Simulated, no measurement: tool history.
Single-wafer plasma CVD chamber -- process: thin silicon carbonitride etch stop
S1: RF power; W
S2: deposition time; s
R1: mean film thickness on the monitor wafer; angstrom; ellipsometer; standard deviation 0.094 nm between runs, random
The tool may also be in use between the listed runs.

run,hour,S1,S2,R1
1,0,150,27.3,148.52
2,1.1,170,27.3,153.36
3,2.7,170,30.4,168.66
4,9.9,170,27.4,153.51
5,11.9,170,28.1,156.16
6,19.8,180,28.1,157.95
# hour 26.3: RF generator calibrated
7,26.3,180,28.7,167.03

What will run 8 give?
8,32.8,180,28.8,?

Run 8 gave R1 164.99 angstrom.

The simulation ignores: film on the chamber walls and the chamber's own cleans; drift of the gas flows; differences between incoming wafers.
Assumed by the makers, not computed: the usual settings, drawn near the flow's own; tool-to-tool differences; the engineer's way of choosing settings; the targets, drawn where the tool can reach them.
